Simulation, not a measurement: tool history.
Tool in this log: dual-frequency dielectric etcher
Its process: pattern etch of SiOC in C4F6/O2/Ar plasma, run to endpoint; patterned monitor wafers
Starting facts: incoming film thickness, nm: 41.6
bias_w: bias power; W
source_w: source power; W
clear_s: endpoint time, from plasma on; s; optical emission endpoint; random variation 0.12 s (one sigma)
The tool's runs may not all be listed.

| run | hour | bias_w | source_w | clear_s |
|---|---|---|---|---|
| 1 | 0.0 | 463 | 360 | 16.985 |
| 2 | 3.4 | 387 | 360 | 18.132 |
| 3 | 9.2 | 442 | 360 | 17.449 |
| 4 | 15.7 | 506 | 360 | 16.512 |
| 5 | 23.5 | 536 | 380 | 15.470 |
| 6 | 28.8 | 555 | 380 | 15.454 |
| 7 | 34.7 | 555 | 380 | 15.683 |

Estimate the outcome of run 8 from the log above:
| 8 | 37.9 | 574 | 390 | ? |

clear_s: 15.004 s

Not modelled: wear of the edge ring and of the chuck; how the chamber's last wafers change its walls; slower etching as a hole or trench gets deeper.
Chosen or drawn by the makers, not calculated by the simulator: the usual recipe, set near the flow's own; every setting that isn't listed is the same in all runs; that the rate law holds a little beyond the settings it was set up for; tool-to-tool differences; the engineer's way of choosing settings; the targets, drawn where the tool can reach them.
